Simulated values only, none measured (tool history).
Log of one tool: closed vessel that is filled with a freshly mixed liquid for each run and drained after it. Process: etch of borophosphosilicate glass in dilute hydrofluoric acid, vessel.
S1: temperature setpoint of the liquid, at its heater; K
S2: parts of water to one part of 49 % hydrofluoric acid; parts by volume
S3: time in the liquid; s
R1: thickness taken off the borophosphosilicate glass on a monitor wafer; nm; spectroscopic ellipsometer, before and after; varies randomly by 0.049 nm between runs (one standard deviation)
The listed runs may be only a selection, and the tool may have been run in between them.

run,hour,S1,S2,S3,R1
1,0.0,297.15,240,145,18.243
2,9.2,296.65,245,145,17.316
3,14.4,296.65,315,145,12.651
4,22.8,296.65,315,145,12.554
5,31.6,296.15,315,145,12.393
6,39.1,295.65,315,145,12.132

Run 7, settings as shown, results not yet in. Your forecast:
7,45.5,295.15,315,145,?

Run 7 yielded R1 12.082 nm.
